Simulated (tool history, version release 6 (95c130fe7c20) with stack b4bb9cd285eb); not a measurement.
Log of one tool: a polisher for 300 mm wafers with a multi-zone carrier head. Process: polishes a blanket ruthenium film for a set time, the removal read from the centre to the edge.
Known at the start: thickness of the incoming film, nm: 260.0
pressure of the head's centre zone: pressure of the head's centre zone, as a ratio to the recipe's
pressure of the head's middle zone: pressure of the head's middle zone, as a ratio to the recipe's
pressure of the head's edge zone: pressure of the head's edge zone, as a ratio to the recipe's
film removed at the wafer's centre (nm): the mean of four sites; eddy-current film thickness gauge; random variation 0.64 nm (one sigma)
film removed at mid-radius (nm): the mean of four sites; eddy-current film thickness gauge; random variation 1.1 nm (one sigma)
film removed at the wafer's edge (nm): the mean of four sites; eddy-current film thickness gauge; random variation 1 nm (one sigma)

run	hour	flow of slurry (ml/min)	pressure of the head's centre zone	pressure of the head's middle zone	pressure of the head's edge zone	polishing time (s)	film removed at the wafer's centre (nm)	film removed at mid-radius (nm)	film removed at the wafer's edge (nm)
1	0	245	1	1	1	47	53.639	55.908	55.123
2	7.2	245	1	1	1.06	47	53.938	56.282	54.848
3	13.6	245	1	1.06	1.06	47	53.798	59.16	54.401
4	22.6	245	1.06	1.06	1.06	47	56.558	59.906	56.394
5	24.1	240	1.06	1.07	1.08	50	61.181	62.901	59.792
6	32.3	240	1.06	1.07	1.08	44	53.369	55.067	52.396
7	33.5	245	1.05	1.07	1.09	47	56.665	58.904	55.762
8	34.1	240	1.04	1.07	1.09	50	59.41	62.283	58.224

Forecast run 9:
9	34.9	260	1.03	1.06	1.06	52	?	?	?

Run 9 gave film removed at the wafer's centre (nm) 61.702, film removed at mid-radius (nm) 64.958, film removed at the wafer's edge (nm) 61.941.
